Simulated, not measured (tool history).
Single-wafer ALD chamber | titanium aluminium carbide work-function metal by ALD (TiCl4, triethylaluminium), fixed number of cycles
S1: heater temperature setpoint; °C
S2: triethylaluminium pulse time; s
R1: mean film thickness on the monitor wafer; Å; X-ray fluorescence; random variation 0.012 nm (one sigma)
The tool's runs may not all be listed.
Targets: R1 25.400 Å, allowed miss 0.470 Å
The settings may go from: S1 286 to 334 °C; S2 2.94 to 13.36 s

{"run": 1, "hour": 0.0, "S1": 310, "S2": 8.15, "R1": 22.547}
{"run": 2, "hour": 6.4, "S1": 313, "S2": 8.44, "R1": 22.876}
{"run": 3, "hour": 11.3, "S1": 315, "S2": 8.8, "R1": 23.39}
{"run": 4, "hour": 13.1, "S1": 321, "S2": 8.8, "R1": 24.183}
{"run": 5, "hour": 20.2, "S1": 321, "S2": 7.09, "R1": 23.184}
{"run": 6, "hour": 26.5, "S1": 327, "S2": 7.09, "R1": 23.989}
{"run": 7, "hour": 33.7, "S1": 328, "S2": 7.24, "R1": 24.119}
{"run": 8, "hour": 34.4, "S1": 329, "S2": 7.4, "R1": 24.406}
{"run": 9, "hour": 40.0, "S1": 330, "S2": 7.5, "R1": 24.448}
{"run": 10, "hour": 44.7, "S1": 331, "S2": 7.64, "R1": 24.905}
{"run": 11, "hour": 46.6, "S1": 331, "S2": 7.67, "R1": 24.691}
{"run": 12, "hour": 53.5, "S1": 331, "S2": 7.77, "R1": 24.792}
{"run": 13, "hour": 55.4, "S1": 331, "S2": 7.84, "R1": 24.761}
{"run": 14, "hour": 59.1, "S1": 331, "S2": 7.93, "R1": 24.952}
{"run": 15, "hour": 66.9, "S1": 331, "S2": 7.96, "R1": 24.877}

5 next moves are on the table. One of them brings every result within its allowed miss. Which?
{"run": "A", "hour": 74.7, "S1": 328, "S2": 7.63, "R1": "?"}
{"run": "B", "hour": 74.7, "S1": 330, "S2": 7.59, "R1": "?"}
{"run": "C", "hour": 74.7, "S1": 329, "S2": 7.32, "R1": "?"}
{"run": "D", "hour": 74.7, "S1": 332, "S2": 8.88, "R1": "?"}
{"run": "E", "hour": 74.7, "S1": 325, "S2": 8.08, "R1": "?"}

move=A R1=24.363
move=B R1=24.560
move=C R1=24.308
move=D R1=25.340
move=E R1=24.247
A: further off than the last run
B: further off than the last run
C: further off than the last run
D: meets every target
E: further off than the last run
The right move is D.

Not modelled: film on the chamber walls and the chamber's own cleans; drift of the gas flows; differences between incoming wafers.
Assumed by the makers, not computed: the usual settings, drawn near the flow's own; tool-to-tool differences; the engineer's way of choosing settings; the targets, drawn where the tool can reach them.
